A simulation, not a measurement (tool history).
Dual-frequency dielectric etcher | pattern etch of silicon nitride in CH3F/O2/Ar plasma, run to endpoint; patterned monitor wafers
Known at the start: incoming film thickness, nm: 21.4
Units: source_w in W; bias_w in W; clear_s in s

Run 1, hour 0: source_w 520 W, bias_w 89 W. Result: clear_s 25.885 s.
Run 2, hour 6.7: source_w 570 W, bias_w 89 W. Result: clear_s 25.15 s.
Run 3, hour 13.4: source_w 530 W, bias_w 87 W. Result: clear_s 25.856 s.
Run 4, hour 16.5: source_w 500 W, bias_w 85 W. Result: clear_s 26.708 s.
Run 5, hour 23.2: source_w 470 W, bias_w 84 W. Result: clear_s 27.43 s.
Run 6, hour 27.6: source_w 420 W, bias_w 84 W. Result: clear_s 28.941 s.
Run 7, hour 35.1: source_w 410 W, bias_w 84 W. Result: clear_s 29.231 s.

Forecast run 8:
Run 8, hour 39.4: source_w 400 W, bias_w 84 W. Result: clear_s ?.

clear_s: 29.27 s

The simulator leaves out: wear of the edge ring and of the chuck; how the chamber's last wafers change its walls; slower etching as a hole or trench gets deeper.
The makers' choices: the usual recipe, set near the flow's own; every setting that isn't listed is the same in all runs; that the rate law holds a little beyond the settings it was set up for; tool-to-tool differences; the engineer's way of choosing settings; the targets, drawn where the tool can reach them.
